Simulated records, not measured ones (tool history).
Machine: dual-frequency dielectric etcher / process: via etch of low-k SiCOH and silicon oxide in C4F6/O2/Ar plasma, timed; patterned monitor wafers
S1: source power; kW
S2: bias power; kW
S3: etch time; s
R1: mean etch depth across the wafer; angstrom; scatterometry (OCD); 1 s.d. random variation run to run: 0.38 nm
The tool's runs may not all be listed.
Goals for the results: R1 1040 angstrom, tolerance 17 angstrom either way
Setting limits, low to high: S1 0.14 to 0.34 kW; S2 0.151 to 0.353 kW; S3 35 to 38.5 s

run,hour,S1,S2,S3,R1
1,0,0.24,0.252,38.5,920.73
2,2.1,0.24,0.211,38.5,870.88
3,10.3,0.26,0.218,38.5,914.08
4,13.3,0.28,0.22,38.5,939
5,14.6,0.3,0.22,38.5,967.19
6,15.4,0.3,0.22,38.5,955.37
7,16.4,0.31,0.228,38.5,985.35
8,18,0.32,0.232,38.5,1000.4
9,22.9,0.32,0.235,38.5,1001.9
10,27.5,0.32,0.238,38.5,1010.9
11,29,0.32,0.239,38.5,1005.4
12,31.7,0.32,0.242,38.5,1008.5
13,39.1,0.32,0.244,38.5,1019.1
14,42.7,0.32,0.245,38.5,1022.2
15,47.7,0.32,0.246,38.5,1022.5
16,49.6,0.32,0.247,38.5,1019.9
17,58,0.32,0.247,38.5,1013.1

Which one of the following 5 next-run settings gets every result inside its allowed miss? There is exactly one.
A,66.4,0.31,0.272,38.5,?
B,66.4,0.33,0.265,36.5,?
C,66.4,0.32,0.226,37.5,?
D,66.4,0.32,0.217,38.5,?
E,66.4,0.3,0.244,37.5,?

move,R1
A,1039.4
B,1001.4
C,970.51
D,984.97
E,967.9
A: every result lands within tolerance
B: misses by more than the last run did
C: misses by more than the last run did
D: misses by more than the last run did
E: misses by more than the last run did
The move that meets every target is A.

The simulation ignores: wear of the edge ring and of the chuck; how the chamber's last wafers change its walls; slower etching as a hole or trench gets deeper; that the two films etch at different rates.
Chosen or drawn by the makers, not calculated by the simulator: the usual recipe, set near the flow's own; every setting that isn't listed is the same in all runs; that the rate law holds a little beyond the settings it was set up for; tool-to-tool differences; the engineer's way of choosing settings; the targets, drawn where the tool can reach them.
